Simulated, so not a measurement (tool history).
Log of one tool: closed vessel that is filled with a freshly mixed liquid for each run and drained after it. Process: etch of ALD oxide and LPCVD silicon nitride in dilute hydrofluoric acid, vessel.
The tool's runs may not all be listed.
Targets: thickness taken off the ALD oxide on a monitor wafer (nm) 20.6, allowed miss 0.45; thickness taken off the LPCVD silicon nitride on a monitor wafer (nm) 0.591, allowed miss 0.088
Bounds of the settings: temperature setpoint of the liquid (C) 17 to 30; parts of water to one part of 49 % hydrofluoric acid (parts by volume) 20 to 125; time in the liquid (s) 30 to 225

run  hour  temperature setpoint of the liquid (C)  parts of water to one part of 49 % hydrofluoric acid (parts by volume)  time in the liquid (s)  thickness taken off the ALD oxide on a monitor wafer (nm)  thickness taken off the LPCVD silicon nitride on a monitor wafer (nm)
  1     0                                      22                                                                      70                     115                                                     31.031                                                                0.84508
  2     6                                      20                                                                      70                     115                                                     28.686                                                                0.70618
  3  13.3                                      20                                                                      75                     115                                                      26.65                                                                 0.6957
  4  18.3                                      18                                                                      75                     115                                                     24.439                                                                0.58795
  5  21.3                                      18                                                                      75                     155                                                     32.996                                                                0.80871
  6  27.5                                      18                                                                      80                     155                                                     30.651                                                                0.69078
  7  32.6                                    18.5                                                                      85                     155                                                     29.294                                                                0.71803
  8  37.2                                    18.5                                                                      90                     155                                                     27.517                                                                0.69465
  9  38.1                                    18.5                                                                      95                     155                                                     25.924                                                                0.66903
 10  42.5                                    18.5                                                                     100                     155                                                     24.498                                                                0.64534
 11  43.4                                      18                                                                     110                     155                                                     21.783                                                                0.55799

4 next moves are on the table. One of them brings every result within its allowed miss. Which?
  A  44.3                                    20.5                                                                     115                     140                                                          ?                                                                      ?
  B  44.3                                    18.5                                                                     110                     160                                                          ?                                                                      ?
  C  44.3                                      21                                                                     125                     145                                                          ?                                                                      ?
  D  44.3                                    29.5                                                                     125                     115                                                          ?                                                                      ?

move  thickness taken off the ALD oxide on a monitor wafer (nm)  thickness taken off the LPCVD silicon nitride on a monitor wafer (nm)
   A                                                     20.798                                                                0.57612
   B                                                      23.02                                                                 0.6001
   C                                                     19.998                                                                0.56875
   D                                                     21.991                                                                0.78058
A: meets every target
B: further off than the last run
C: takes the result that was furthest off past its target
D: further off than the last run
The right move is A.

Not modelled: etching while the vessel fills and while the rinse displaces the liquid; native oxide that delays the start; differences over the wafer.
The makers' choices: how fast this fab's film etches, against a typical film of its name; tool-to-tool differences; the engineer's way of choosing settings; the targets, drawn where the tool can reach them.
